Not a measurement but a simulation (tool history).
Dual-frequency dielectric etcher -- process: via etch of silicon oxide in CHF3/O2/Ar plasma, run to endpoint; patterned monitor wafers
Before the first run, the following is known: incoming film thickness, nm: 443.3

Run 1, hour 0: source power (W) 520, bias power (W) 212. Result: endpoint time (s) 231.95.
Run 2, hour 5.1: source power (W) 540, bias power (W) 215. Result: endpoint time (s) 225.83.
Run 3, hour 5.8: source power (W) 550, bias power (W) 217. Result: endpoint time (s) 223.5.
Run 4, hour 14.7: source power (W) 550, bias power (W) 192. Result: endpoint time (s) 233.
Run 5, hour 19.9: source power (W) 550, bias power (W) 156. Result: endpoint time (s) 247.05.
Run 6, hour 21.4: source power (W) 590, bias power (W) 156. Result: endpoint time (s) 239.66.
Run 7, hour 25.8: source power (W) 610, bias power (W) 162. Result: endpoint time (s) 233.95.
Run 8, hour 27.7: source power (W) 630, bias power (W) 167. Result: endpoint time (s) 229.11.
Run 9, hour 34: source power (W) 650, bias power (W) 171. Result: endpoint time (s) 227.28.
Run 10, hour 39.2: source power (W) 660, bias power (W) 177. Result: endpoint time (s) 224.05.

For run 11, what comes out?
Run 11, hour 45.2: source power (W) 670, bias power (W) 182. Result: endpoint time (s) ?.

endpoint time (s): 222.89
